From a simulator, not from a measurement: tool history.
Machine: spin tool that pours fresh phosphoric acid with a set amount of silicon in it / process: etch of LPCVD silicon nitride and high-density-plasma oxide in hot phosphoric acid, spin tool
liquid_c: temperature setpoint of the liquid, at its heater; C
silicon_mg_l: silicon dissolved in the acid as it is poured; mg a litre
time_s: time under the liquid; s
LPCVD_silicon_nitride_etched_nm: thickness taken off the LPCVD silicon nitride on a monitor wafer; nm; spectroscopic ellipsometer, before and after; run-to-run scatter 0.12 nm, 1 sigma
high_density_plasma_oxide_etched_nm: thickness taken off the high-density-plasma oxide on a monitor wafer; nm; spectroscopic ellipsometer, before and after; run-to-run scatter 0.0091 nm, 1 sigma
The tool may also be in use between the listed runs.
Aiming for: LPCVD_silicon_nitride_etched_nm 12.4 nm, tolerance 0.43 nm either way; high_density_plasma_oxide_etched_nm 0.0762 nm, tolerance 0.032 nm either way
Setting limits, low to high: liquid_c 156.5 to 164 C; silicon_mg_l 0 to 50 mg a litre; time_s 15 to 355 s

run  hour  liquid_c  silicon_mg_l  time_s  LPCVD_silicon_nitride_etched_nm  high_density_plasma_oxide_etched_nm
  1     0       159            28     180                           17.505                              0.24459
  2   7.5     157.5            28     180                           16.441                              0.20209
  3  14.9     157.5          31.5     170                           15.617                              0.17607
  4  22.6     158.5          31.5     170                           16.158                              0.24357
  5  31.6     158.5          31.5     115                           11.043                              0.15044
  6  40.3     158.5          31.5     175                           16.725                              0.19567
  7  41.3       158            35     165                           15.466                              0.12084
  8  49.2       158          35.5     160                           15.186                              0.12099
  9    53       158            36     155                           14.499                              0.15095
 10  61.9     157.5          38.5     150                            13.96                              0.11116
 11  68.3     157.5          39.5     145                           13.451                              0.11358
 12  73.1     157.5            41     145                           13.324                              0.13075
 13  81.3     157.5            41     145                           13.267                              0.10636
 14    84     157.5            42     145                           13.351                              0.10016
 15  90.1     157.5            43     145                           13.455                             0.076647

Which of these 4 next moves meets every target?
  A  96.2     159.5          40.5     160                                ?                                    ?
  B  96.2       157          43.5     150                                ?                                    ?
  C  96.2     159.5          45.5     125                                ?                                    ?
  D  96.2     157.5            43     160                                ?                                    ?

move  LPCVD_silicon_nitride_etched_nm  high_density_plasma_oxide_etched_nm
   A                           15.666                              0.13585
   B                           13.495                             0.083801
   C                           12.239                             0.076488
   D                           14.642                             0.096841
A: the biggest miss grows against the last run
B: roughly where the last run was
C: hits every target within its allowed miss
D: the biggest miss grows against the last run
Go with C: it meets all targets.
